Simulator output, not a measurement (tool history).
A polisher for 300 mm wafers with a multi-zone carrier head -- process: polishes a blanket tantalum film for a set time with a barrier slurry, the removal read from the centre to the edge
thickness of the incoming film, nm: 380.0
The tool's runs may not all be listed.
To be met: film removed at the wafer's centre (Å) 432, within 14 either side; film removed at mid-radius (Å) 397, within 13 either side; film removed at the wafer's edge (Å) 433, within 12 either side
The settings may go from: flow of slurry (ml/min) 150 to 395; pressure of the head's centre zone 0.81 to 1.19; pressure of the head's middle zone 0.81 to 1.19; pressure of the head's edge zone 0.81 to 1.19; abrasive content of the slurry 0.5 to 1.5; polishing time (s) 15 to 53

run	day	flow of slurry (ml/min)	pressure of the head's centre zone	pressure of the head's middle zone	pressure of the head's edge zone	abrasive content of the slurry	polishing time (s)	film removed at the wafer's centre (Å)	film removed at mid-radius (Å)	film removed at the wafer's edge (Å)
1	0	250	1	1	1	1	34	830.67	867.98	835.19
2	0.204	250	1	1	0.96	1	34	826.38	873.11	817.97
3	0.35	305	1	1	0.96	1	34	839.38	889.54	835.72
4	0.596	285	1	1	0.96	1	34	849.11	880.87	836.72
5	0.762	275	0.99	0.97	0.95	0.9	31	743.38	749.29	737.91
6	0.929	275	0.99	0.97	0.95	0.9	24	577.63	581.99	571.24
7	1.254	265	0.98	0.95	0.93	0.85	23	538.22	547.56	526.71
8	1.617	265	0.97	0.93	0.93	0.8	23	516.16	536.05	520.21
9	1.908	265	0.97	0.93	0.93	0.8	23	517.68	526.73	521.18
10	1.946	260	0.97	0.91	0.93	0.75	23	500.74	517.1	504.56
11	2.242	260	0.97	0.91	0.93	0.75	23	500.61	506.91	517.02
12	2.396	255	0.98	0.89	0.91	0.7	23	497.58	494.99	493.84
13	2.45	250	0.99	0.88	0.92	0.65	23	490.33	472.21	481.21
14	2.671	240	0.99	0.87	0.92	0.6	23	471.94	460.6	467.93
15	2.725	230	0.99	0.86	0.93	0.6	23	478.38	447.03	470.69
16	2.842	220	0.98	0.85	0.93	0.6	23	463.13	441.41	462.69
17	2.942	185	0.99	0.81	0.95	0.5	22	406.7	372.12	409.74
18	3.15	195	0.99	0.81	0.95	0.5	22	412.04	381.38	414.97
19	3.508	200	0.99	0.81	0.95	0.5	22	414.91	383.48	416.64
20	3.721	240	1.01	0.83	0.99	0.55	22	450.64	408.31	449
21	3.975	235	1.01	0.83	0.99	0.55	22	445.32	408.88	445.33

Below are 5 possible settings for the next run. Only one of them brings all results inside the allowed miss of their targets. Which is it?
A	4.229	220	0.94	0.91	0.94	0.5	23	?	?	?
B	4.229	205	1.07	0.82	0.95	0.55	22	?	?	?
C	4.229	240	0.99	0.81	0.95	0.6	21	?	?	?
D	4.229	285	0.93	0.92	0.96	0.5	22	?	?	?
E	4.229	220	1.05	0.81	1.08	0.5	23	?	?	?

move	film removed at the wafer's centre (Å)	film removed at mid-radius (Å)	film removed at the wafer's edge (Å)
A	416.79	441.11	438.96
B	466.27	403.95	434.93
C	433.07	401.86	434.14
D	406.21	436.59	432.27
E	465.69	407.48	467.79
A: corrects the largest miss of the last run, while another result sits out of spec
B: corrects the largest miss of the last run, while another result sits out of spec
C: in spec on every target
D: corrects the largest miss of the last run, while another result sits out of spec
E: lands further from the targets than the last run did
Answer: C
